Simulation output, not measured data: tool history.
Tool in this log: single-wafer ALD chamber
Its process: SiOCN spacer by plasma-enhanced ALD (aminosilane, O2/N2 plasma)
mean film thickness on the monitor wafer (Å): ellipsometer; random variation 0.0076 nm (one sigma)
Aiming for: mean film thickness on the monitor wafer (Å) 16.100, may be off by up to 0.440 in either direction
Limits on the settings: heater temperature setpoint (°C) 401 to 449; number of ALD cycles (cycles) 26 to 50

run,hour,heater temperature setpoint (°C),number of ALD cycles (cycles),mean film thickness on the monitor wafer (Å)
1,0.0,425,38,19.995
2,0.8,426,37,19.664
3,4.1,426,35,18.393
4,5.8,426,37,19.460
5,11.9,427,36,18.900
6,18.9,417,36,19.414
7,25.6,418,35,19.019
8,30.3,419,34,18.330
9,38.4,431,30,15.487

Which one of the following 5 next-run settings gets every result inside its allowed miss? There is exactly one.
A,46.5,427,33,?
B,46.5,424,33,?
C,46.5,431,31,?
D,46.5,426,28,?
E,46.5,430,33,?

move,mean film thickness on the monitor wafer (Å)
A,17.305
B,17.454
C,16.069
D,14.725
E,17.156
A: pushes the last run's worst result past its target
B: pushes the last run's worst result past its target
C: hits every target within its allowed miss
D: the biggest miss grows against the last run
E: pushes the last run's worst result past its target
The right move is C.
